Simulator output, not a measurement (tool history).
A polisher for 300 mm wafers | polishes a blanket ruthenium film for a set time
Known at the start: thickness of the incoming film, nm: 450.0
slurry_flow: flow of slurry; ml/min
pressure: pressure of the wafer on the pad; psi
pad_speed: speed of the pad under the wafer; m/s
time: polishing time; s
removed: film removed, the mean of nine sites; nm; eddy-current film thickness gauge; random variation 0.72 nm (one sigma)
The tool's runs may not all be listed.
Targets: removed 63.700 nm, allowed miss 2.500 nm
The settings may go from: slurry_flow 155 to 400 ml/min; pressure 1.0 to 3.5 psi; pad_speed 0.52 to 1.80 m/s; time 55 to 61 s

run 1 hour=0.0 | slurry_flow=255 pressure=2.2 pad_speed=1.16 time=61 | removed=88.270
run 2 hour=5.1 | slurry_flow=255 pressure=2.8 pad_speed=1.16 time=61 | removed=111.110
run 3 hour=9.2 | slurry_flow=255 pressure=2.6 pad_speed=1.16 time=61 | removed=104.610
run 4 hour=16.3 | slurry_flow=255 pressure=2.4 pad_speed=1.16 time=61 | removed=95.237
run 5 hour=19.6 | slurry_flow=255 pressure=2.3 pad_speed=1.16 time=61 | removed=92.795
run 6 hour=22.7 | slurry_flow=255 pressure=2.3 pad_speed=1.16 time=55 | removed=82.190
run 7 hour=23.6 | slurry_flow=255 pressure=2.2 pad_speed=1.16 time=55 | removed=78.913
run 8 hour=27.4 | slurry_flow=255 pressure=2.1 pad_speed=1.16 time=55 | removed=75.000
run 9 hour=34.9 | slurry_flow=255 pressure=2.0 pad_speed=1.16 time=55 | removed=72.130

5 next moves are on the table. One of them brings every result within its allowed miss. Which?
run A hour=42.4 | slurry_flow=245 pressure=2.2 pad_speed=1.08 time=58 | removed=?
run B hour=42.4 | slurry_flow=205 pressure=1.9 pad_speed=1.02 time=55 | removed=?
run C hour=42.4 | slurry_flow=225 pressure=2.2 pad_speed=0.82 time=55 | removed=?
run D hour=42.4 | slurry_flow=265 pressure=2.0 pad_speed=1.02 time=55 | removed=?
run E hour=42.4 | slurry_flow=245 pressure=2.0 pad_speed=0.94 time=55 | removed=?

move=A removed=77.733
move=B removed=59.251
move=C removed=56.727
move=D removed=64.347
move=E removed=59.175
A: further off than the last run
B: takes the result that was furthest off past its target
C: takes the result that was furthest off past its target
D: meets every target
E: takes the result that was furthest off past its target
The right move is D.

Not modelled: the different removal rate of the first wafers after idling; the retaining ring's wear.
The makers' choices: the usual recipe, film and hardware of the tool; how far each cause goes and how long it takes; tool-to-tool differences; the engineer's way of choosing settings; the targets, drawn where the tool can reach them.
